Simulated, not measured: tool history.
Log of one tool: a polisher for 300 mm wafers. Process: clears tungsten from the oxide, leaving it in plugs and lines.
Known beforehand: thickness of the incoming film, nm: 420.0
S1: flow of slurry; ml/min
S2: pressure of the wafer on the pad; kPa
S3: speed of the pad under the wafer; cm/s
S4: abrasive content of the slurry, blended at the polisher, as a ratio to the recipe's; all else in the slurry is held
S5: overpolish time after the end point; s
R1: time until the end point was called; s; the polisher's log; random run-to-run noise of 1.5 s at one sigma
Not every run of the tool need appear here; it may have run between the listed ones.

| run | hour | S1 | S2 | S3 | S4 | S5 | R1 |
|---|---|---|---|---|---|---|---|
| 1 | 0 | 300 | 25.5 | 128 | 1 | 27 | 63.964 |
| 2 | 8.6 | 300 | 22.8 | 126 | 1 | 27 | 70.732 |
| 3 | 13.6 | 300 | 20 | 124 | 1 | 27 | 78.971 |
| 4 | 17.8 | 300 | 20 | 124 | 1.1 | 27 | 75.811 |
| 5 | 20.4 | 245 | 20 | 124 | 1.1 | 27 | 79.001 |
| 6 | 28.1 | 245 | 20 | 124 | 1.1 | 27 | 79.688 |

Estimate the outcome of run 7 from the log above:
|  | 31.2 | slurry blender recalibrated |
| 7 | 31.2 | 245 | 18.6 | 124 | 1.1 | 27 | ? |

R1: 75.095 s

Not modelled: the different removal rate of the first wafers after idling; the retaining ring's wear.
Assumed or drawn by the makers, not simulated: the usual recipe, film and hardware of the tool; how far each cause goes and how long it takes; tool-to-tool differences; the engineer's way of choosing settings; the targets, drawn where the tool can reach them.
